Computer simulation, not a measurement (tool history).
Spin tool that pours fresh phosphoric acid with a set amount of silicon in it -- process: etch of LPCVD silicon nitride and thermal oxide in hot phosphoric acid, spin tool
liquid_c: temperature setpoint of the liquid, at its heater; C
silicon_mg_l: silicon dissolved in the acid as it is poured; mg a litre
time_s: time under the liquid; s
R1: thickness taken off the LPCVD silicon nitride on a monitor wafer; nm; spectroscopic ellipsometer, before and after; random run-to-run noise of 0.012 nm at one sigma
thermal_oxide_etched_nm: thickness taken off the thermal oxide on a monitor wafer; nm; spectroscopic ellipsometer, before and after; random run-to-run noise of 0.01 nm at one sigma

{"run": 1, "hour": 0.0, "liquid_c": 160.0, "silicon_mg_l": 19.5, "time_s": 70, "R1": 6.9857, "thermal_oxide_etched_nm": 0.17238}
{"run": 2, "hour": 3.5, "liquid_c": 159.0, "silicon_mg_l": 22.5, "time_s": 55, "R1": 5.368, "thermal_oxide_etched_nm": 0.083157}
{"run": 3, "hour": 12.3, "liquid_c": 158.0, "silicon_mg_l": 29.0, "time_s": 45, "R1": 4.1854, "thermal_oxide_etched_nm": 0.064415}
{"run": 4, "hour": 20.6, "liquid_c": 156.5, "silicon_mg_l": 29.0, "time_s": 45, "R1": 4.0293, "thermal_oxide_etched_nm": 0.054312}
{"run": 5, "hour": 28.5, "liquid_c": 156.5, "silicon_mg_l": 29.0, "time_s": 45, "R1": 4.0302, "thermal_oxide_etched_nm": 0.041236}
{"run": 6, "hour": 30.7, "liquid_c": 156.5, "silicon_mg_l": 33.5, "time_s": 35, "R1": 3.1517, "thermal_oxide_etched_nm": 0.02493}
{"run": 7, "hour": 32.2, "liquid_c": 156.5, "silicon_mg_l": 35.0, "time_s": 30, "R1": 2.6493, "thermal_oxide_etched_nm": 0.026424}

Forecast run 8:
{"run": 8, "hour": 33.0, "liquid_c": 157.5, "silicon_mg_l": 38.0, "time_s": 30, "R1": "?", "thermal_oxide_etched_nm": "?"}

Run 8 produced R1 2.7637 nm, thermal_oxide_etched_nm 0.020374 nm.
